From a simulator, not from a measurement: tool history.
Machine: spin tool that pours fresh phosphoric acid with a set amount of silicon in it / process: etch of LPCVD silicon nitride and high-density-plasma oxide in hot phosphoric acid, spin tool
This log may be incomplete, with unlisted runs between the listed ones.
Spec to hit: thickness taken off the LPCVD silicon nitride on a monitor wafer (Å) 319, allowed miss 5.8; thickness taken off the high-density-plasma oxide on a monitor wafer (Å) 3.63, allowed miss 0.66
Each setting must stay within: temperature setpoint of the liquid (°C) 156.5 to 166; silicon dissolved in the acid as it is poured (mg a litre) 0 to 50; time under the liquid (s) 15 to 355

run   hour  temperature setpoint of the liquid (°C)  silicon dissolved in the acid as it is poured (mg a litre)  time under the liquid (s)  thickness taken off the LPCVD silicon nitride on a monitor wafer (Å)  thickness taken off the high-density-plasma oxide on a monitor wafer (Å)
  1      0                                      161                                                        22.5                        180                                                                189.69                                                                    3.8839
  2    8.5                                    159.5                                                        22.5                        180                                                                177.51                                                                    3.3927
  3   16.2                                      161                                                          28                        195                                                                204.43                                                                    3.4721
  4   19.6                                      161                                                        19.5                        195                                                                205.54                                                                    4.9351
  5   26.8                                      161                                                        19.5                        160                                                                168.52                                                                    3.9917
  6   32.1                                      161                                                        10.5                        160                                                                168.35                                                                     4.756
  7   33.7                                    161.5                                                          19                        180                                                                192.09                                                                    4.5097
  8   40.6                                    162.5                                                        25.5                        195                                                                213.17                                                                    4.5042
  9     46                                      163                                                          31                        210                                                                235.09                                                                     4.053
 10     49                                    163.5                                                        34.5                        220                                                                 248.5                                                                    3.6295
 11   57.2                                      164                                                          36                        230                                                                266.19                                                                    3.5553
 12   60.5                                    164.5                                                          37                        235                                                                274.43                                                                    3.4573
 13   62.9                                    164.5                                                        37.5                        240                                                                286.29                                                                    3.5921
 14     67                                    164.5                                                          38                        245                                                                289.57                                                                    3.7049
 15   74.4                                    164.5                                                          39                        250                                                                294.49                                                                    3.5702
 16   82.9                                      165                                                        39.5                        250                                                                299.92                                                                    3.6864
 17   91.2                                      165                                                          40                        250                                                                300.45                                                                    3.2787
 18   97.1                                      165                                                        39.5                        250                                                                302.46                                                                    3.6466
 19    101                                      165                                                          40                        250                                                                300.34                                                                    3.2018
 20  105.2                                      165                                                        39.5                        250                                                                301.03                                                                    3.8236
 21  110.4                                      166                                                          44                        255                                                                316.75                                                                    2.6497

Which of these 5 next moves meets every target?
  A  115.6                                    164.5                                                          33                        260                                                                     ?                                                                         ?
  B  115.6                                    160.5                                                          37                        310                                                                     ?                                                                         ?
  C  115.6                                    162.5                                                        46.5                        295                                                                     ?                                                                         ?
  D  115.6                                      165                                                        30.5                        255                                                                     ?                                                                         ?
  E  115.6                                    165.5                                                        39.5                        255                                                                     ?                                                                         ?

move  thickness taken off the LPCVD silicon nitride on a monitor wafer (Å)  thickness taken off the high-density-plasma oxide on a monitor wafer (Å)
   A                                                                304.23                                                                    5.0173
   B                                                                317.62                                                                    3.6514
   C                                                                 323.1                                                                    2.3371
   D                                                                303.32                                                                    5.6823
   E                                                                308.33                                                                    3.7273
A: takes the result that was furthest off past its target
B: every result within its allowed miss
C: further off than the last run
D: takes the result that was furthest off past its target
E: puts the biggest miss on target and leaves a different result outside tolerance
Correct choice: B, which meets every target
